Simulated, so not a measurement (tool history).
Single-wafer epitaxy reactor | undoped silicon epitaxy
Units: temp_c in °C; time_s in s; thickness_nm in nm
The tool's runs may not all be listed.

run	hour	temp_c	time_s	thickness_nm
1	0.0	640	500	59.892
2	5.8	640	428	51.182
3	11.7	640	498	59.970
4	20.1	644	498	65.731
5	25.8	648	498	73.483
6	28.8	640	498	59.871
7	36.3	639	498	58.196

Forecast run 8:
8	38.1	638	498	?

Run 8 gave thickness_nm 56.672 nm.
